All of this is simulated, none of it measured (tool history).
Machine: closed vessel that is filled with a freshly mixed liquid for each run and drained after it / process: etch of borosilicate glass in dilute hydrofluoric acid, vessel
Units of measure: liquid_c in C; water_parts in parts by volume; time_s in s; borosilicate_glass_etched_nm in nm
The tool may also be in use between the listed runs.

Run 1, day 0.000: liquid_c 24.0 C, water_parts 70 parts by volume, time_s 155 s. Result: borosilicate_glass_etched_nm 60.076 nm.
Run 2, day 0.200: liquid_c 26.5 C, water_parts 70 parts by volume, time_s 155 s. Result: borosilicate_glass_etched_nm 65.893 nm.
Run 3, day 0.283: liquid_c 26.5 C, water_parts 60 parts by volume, time_s 155 s. Result: borosilicate_glass_etched_nm 77.912 nm.
Run 4, day 0.546: liquid_c 26.5 C, water_parts 80 parts by volume, time_s 155 s. Result: borosilicate_glass_etched_nm 57.341 nm.
Run 5, day 0.708: liquid_c 23.0 C, water_parts 80 parts by volume, time_s 155 s. Result: borosilicate_glass_etched_nm 49.935 nm.
Run 6, day 0.838: liquid_c 23.0 C, water_parts 100 parts by volume, time_s 155 s. Result: borosilicate_glass_etched_nm 39.153 nm.
Run 7, day 1.021: liquid_c 24.5 C, water_parts 85 parts by volume, time_s 155 s. Result: borosilicate_glass_etched_nm 49.004 nm.
Run 8, day 1.171: liquid_c 25.5 C, water_parts 75 parts by volume, time_s 155 s. Result: borosilicate_glass_etched_nm 58.829 nm.
Run 9, day 1.492: liquid_c 26.5 C, water_parts 65 parts by volume, time_s 155 s. Result: borosilicate_glass_etched_nm 71.525 nm.
Run 10, day 1.567: liquid_c 27.5 C, water_parts 60 parts by volume, time_s 155 s. Result: borosilicate_glass_etched_nm 81.498 nm.
Run 11, day 1.750: liquid_c 28.0 C, water_parts 55 parts by volume, time_s 155 s. Result: borosilicate_glass_etched_nm 90.540 nm.
Run 12, day 1.875: liquid_c 28.5 C, water_parts 50 parts by volume, time_s 155 s. Result: borosilicate_glass_etched_nm 102.990 nm.
Run 13, day 2.008: liquid_c 29.0 C, water_parts 50 parts by volume, time_s 155 s. Result: borosilicate_glass_etched_nm 104.140 nm.
Run 14, day 2.104: liquid_c 29.5 C, water_parts 50 parts by volume, time_s 155 s. Result: borosilicate_glass_etched_nm 107.370 nm.
Run 15, day 2.254: liquid_c 29.5 C, water_parts 50 parts by volume, time_s 155 s. Result: borosilicate_glass_etched_nm 107.540 nm.
Run 16, day 2.317: liquid_c 30.0 C, water_parts 50 parts by volume, time_s 155 s. Result: borosilicate_glass_etched_nm 109.970 nm.

What will run 17 give?
Run 17, day 2.446: liquid_c 30.5 C, water_parts 50 parts by volume, time_s 155 s. Result: borosilicate_glass_etched_nm ?.

{"run 17": {"borosilicate_glass_etched_nm": 111.77}}

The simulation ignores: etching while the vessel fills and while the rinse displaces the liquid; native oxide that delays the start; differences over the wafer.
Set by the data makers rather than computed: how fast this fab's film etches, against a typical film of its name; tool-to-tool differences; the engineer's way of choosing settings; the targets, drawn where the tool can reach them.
